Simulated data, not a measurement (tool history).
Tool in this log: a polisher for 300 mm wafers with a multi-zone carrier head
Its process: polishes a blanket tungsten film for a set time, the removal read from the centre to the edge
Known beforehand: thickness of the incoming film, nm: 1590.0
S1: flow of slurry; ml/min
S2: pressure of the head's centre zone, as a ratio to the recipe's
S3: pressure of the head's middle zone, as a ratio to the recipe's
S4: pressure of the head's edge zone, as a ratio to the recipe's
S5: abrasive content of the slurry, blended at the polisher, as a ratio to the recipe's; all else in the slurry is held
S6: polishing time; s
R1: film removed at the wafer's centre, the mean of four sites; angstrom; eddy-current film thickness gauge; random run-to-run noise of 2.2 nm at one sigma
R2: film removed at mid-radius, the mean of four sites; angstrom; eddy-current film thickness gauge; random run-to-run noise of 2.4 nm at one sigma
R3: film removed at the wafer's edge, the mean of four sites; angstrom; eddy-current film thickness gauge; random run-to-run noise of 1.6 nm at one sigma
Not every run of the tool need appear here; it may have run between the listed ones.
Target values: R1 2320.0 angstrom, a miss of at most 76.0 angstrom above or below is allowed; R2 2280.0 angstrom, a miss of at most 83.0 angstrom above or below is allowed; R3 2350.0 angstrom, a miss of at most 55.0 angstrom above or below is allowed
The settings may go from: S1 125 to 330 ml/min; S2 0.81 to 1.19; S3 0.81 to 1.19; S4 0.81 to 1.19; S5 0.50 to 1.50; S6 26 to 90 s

{"run": 1, "hour": 0.0, "S1": 210, "S2": 1.0, "S3": 1.0, "S4": 1.0, "S5": 1.0, "S6": 58, "R1": 3324.1, "R2": 3312.8, "R3": 3402.5}
{"run": 2, "hour": 7.7, "S1": 205, "S2": 0.99, "S3": 0.98, "S4": 0.96, "S5": 0.85, "S6": 56, "R1": 2984.2, "R2": 3074.1, "R3": 3034.5}
{"run": 3, "hour": 9.0, "S1": 195, "S2": 0.99, "S3": 0.94, "S4": 0.94, "S5": 0.75, "S6": 55, "R1": 2839.6, "R2": 2695.5, "R3": 2817.4}
{"run": 4, "hour": 13.7, "S1": 195, "S2": 0.99, "S3": 0.94, "S4": 0.98, "S5": 0.75, "S6": 55, "R1": 2845.6, "R2": 2755.1, "R3": 2902.8}
{"run": 5, "hour": 22.0, "S1": 195, "S2": 0.91, "S3": 0.94, "S4": 0.98, "S5": 0.75, "S6": 55, "R1": 2625.9, "R2": 2749.7, "R3": 2901.3}
{"run": 6, "hour": 23.3, "S1": 230, "S2": 0.91, "S3": 0.94, "S4": 0.98, "S5": 0.75, "S6": 55, "R1": 2676.4, "R2": 2723.1, "R3": 2964.0}
{"run": 7, "hour": 26.7, "S1": 215, "S2": 0.91, "S3": 0.92, "S4": 0.94, "S5": 0.7, "S6": 55, "R1": 2620.8, "R2": 2683.2, "R3": 2847.5}
{"run": 8, "hour": 32.8, "S1": 200, "S2": 0.91, "S3": 0.9, "S4": 0.91, "S5": 0.65, "S6": 54, "R1": 2493.6, "R2": 2501.8, "R3": 2670.2}
{"run": 9, "hour": 39.9, "S1": 190, "S2": 0.91, "S3": 0.89, "S4": 0.88, "S5": 0.6, "S6": 54, "R1": 2403.8, "R2": 2388.1, "R3": 2515.0}
{"run": 10, "hour": 43.5, "S1": 180, "S2": 0.91, "S3": 0.89, "S4": 0.87, "S5": 0.6, "S6": 54, "R1": 2335.3, "R2": 2379.4, "R3": 2505.6}
{"run": 11, "hour": 49.3, "S1": 175, "S2": 0.92, "S3": 0.89, "S4": 0.85, "S5": 0.6, "S6": 54, "R1": 2423.5, "R2": 2373.9, "R3": 2475.8}
{"run": 12, "hour": 50.3, "S1": 175, "S2": 0.92, "S3": 0.89, "S4": 0.85, "S5": 0.6, "S6": 54, "R1": 2399.9, "R2": 2349.0, "R3": 2487.8}
{"run": 13, "hour": 55.3, "S1": 170, "S2": 0.92, "S3": 0.89, "S4": 0.84, "S5": 0.6, "S6": 54, "R1": 2371.4, "R2": 2342.9, "R3": 2444.9}

Consider the 5 candidate settings below. Which is the only one whose results all fall within their allowed miss of target?
{"run": "A", "hour": 60.3, "S1": 170, "S2": 0.89, "S3": 0.86, "S4": 0.84, "S5": 0.6, "S6": 57, "R1": "?", "R2": "?", "R3": "?"}
{"run": "B", "hour": 60.3, "S1": 185, "S2": 1.07, "S3": 1.05, "S4": 0.81, "S5": 0.8, "S6": 45, "R1": "?", "R2": "?", "R3": "?"}
{"run": "C", "hour": 60.3, "S1": 155, "S2": 1.01, "S3": 0.81, "S4": 0.84, "S5": 0.65, "S6": 51, "R1": "?", "R2": "?", "R3": "?"}
{"run": "D", "hour": 60.3, "S1": 125, "S2": 1.01, "S3": 0.96, "S4": 0.83, "S5": 0.85, "S6": 52, "R1": "?", "R2": "?", "R3": "?"}
{"run": "E", "hour": 60.3, "S1": 245, "S2": 0.95, "S3": 0.92, "S4": 0.9, "S5": 0.85, "S6": 44, "R1": "?", "R2": "?", "R3": "?"}

move=A R1=2409.1 R2=2404.7 R3=2555.4
move=B R1=2466.7 R2=2474.5 R3=2176.8
move=C R1=2408.1 R2=2058.2 R3=2311.5
move=D R1=2504.7 R2=2477.8 R3=2436.7
move=E R1=2316.2 R2=2296.0 R3=2344.9
A: moves away from the targets compared with the last run
B: the result that was furthest off in the last run now lies on the other side of its target
C: brings the result that was furthest off to its target, and leaves another outside
D: moves away from the targets compared with the last run
E: hits every target within its allowed miss
So the answer is move E, the one that meets all the targets.
